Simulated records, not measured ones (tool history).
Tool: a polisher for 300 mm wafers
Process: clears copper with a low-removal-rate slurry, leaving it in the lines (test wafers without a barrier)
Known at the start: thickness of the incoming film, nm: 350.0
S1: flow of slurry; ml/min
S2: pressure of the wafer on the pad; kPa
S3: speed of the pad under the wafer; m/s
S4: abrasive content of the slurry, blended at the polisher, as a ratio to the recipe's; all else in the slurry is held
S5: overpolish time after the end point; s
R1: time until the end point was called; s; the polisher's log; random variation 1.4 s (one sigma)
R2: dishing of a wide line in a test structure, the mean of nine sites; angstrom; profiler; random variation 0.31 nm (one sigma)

run,hour,S1,S2,S3,S4,S5,R1,R2
1,0.0,145,15.2,1.36,1.0,9,137.020,161.00
2,1.2,145,17.2,1.36,1.0,9,118.680,178.22
3,7.1,140,17.9,1.38,1.0,10,116.550,203.84
4,8.8,140,18.6,1.38,1.0,10,112.550,209.57
5,11.0,165,18.6,1.38,1.0,10,107.760,212.33
6,19.3,160,19.3,1.38,1.0,11,103.710,237.51
7,24.9,155,20.0,1.38,1.0,11,103.380,240.76

Run 8 comes next. What will it give?
8,26.8,150,20.7,1.38,1.0,11,?,?

{"run 8": {"R1": 99.458, "R2": 249.68}}
